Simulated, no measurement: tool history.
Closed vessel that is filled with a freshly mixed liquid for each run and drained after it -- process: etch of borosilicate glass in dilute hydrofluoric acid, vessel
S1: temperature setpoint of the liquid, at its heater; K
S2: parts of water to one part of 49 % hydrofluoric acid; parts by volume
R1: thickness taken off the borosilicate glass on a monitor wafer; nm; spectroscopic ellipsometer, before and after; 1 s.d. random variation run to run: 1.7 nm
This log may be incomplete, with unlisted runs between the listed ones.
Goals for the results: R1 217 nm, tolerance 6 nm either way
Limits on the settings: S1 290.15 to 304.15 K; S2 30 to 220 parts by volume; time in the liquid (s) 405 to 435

Run 1, hour 0: S1 296.15 K, S2 125 parts by volume, time in the liquid (s) 405. Result: R1 73.528 nm.
Run 2, hour 6.8: S1 297.65 K, S2 125 parts by volume, time in the liquid (s) 405. Result: R1 77.978 nm.
Run 3, hour 9.4: S1 300.65 K, S2 125 parts by volume, time in the liquid (s) 405. Result: R1 87.325 nm.
Run 4, hour 11.8: S1 300.65 K, S2 125 parts by volume, time in the liquid (s) 405. Result: R1 86.305 nm.
Run 5, hour 19.7: S1 300.65 K, S2 125 parts by volume, time in the liquid (s) 435. Result: R1 92.724 nm.
Run 6, hour 23.1: S1 300.65 K, S2 140 parts by volume, time in the liquid (s) 435. Result: R1 82.46 nm.
Run 7, hour 27.6: S1 301.15 K, S2 125 parts by volume, time in the liquid (s) 435. Result: R1 93.986 nm.
Run 8, hour 31: S1 301.65 K, S2 110 parts by volume, time in the liquid (s) 435. Result: R1 111.34 nm.
Run 9, hour 38.7: S1 302.15 K, S2 100 parts by volume, time in the liquid (s) 435. Result: R1 127.71 nm.
Run 10, hour 40.3: S1 302.65 K, S2 90 parts by volume, time in the liquid (s) 435. Result: R1 149.46 nm.
Run 11, hour 45.8: S1 302.65 K, S2 85 parts by volume, time in the liquid (s) 435. Result: R1 154.4 nm.
Run 12, hour 53.2: S1 302.65 K, S2 85 parts by volume, time in the liquid (s) 435. Result: R1 154.67 nm.

4 next moves are on the table. One of them brings every result within its allowed miss. Which?
Run A, hour 60.6: S1 304.15 K, S2 70 parts by volume, time in the liquid (s) 435. Result: R1 ?.
Run B, hour 60.6: S1 301.65 K, S2 50 parts by volume, time in the liquid (s) 430. Result: R1 ?.
Run C, hour 60.6: S1 304.15 K, S2 65 parts by volume, time in the liquid (s) 405. Result: R1 ?.
Run D, hour 60.6: S1 303.15 K, S2 65 parts by volume, time in the liquid (s) 435. Result: R1 ?.

move      R1
   A  204.18
   B  264.17
   C  206.29
   D   213.2
A: closer than the last run, but not yet in spec
B: moves the result that the last run missed by most past its target, out the other side
C: closer than the last run, but not yet in spec
D: every result within its allowed miss
D meets every target.
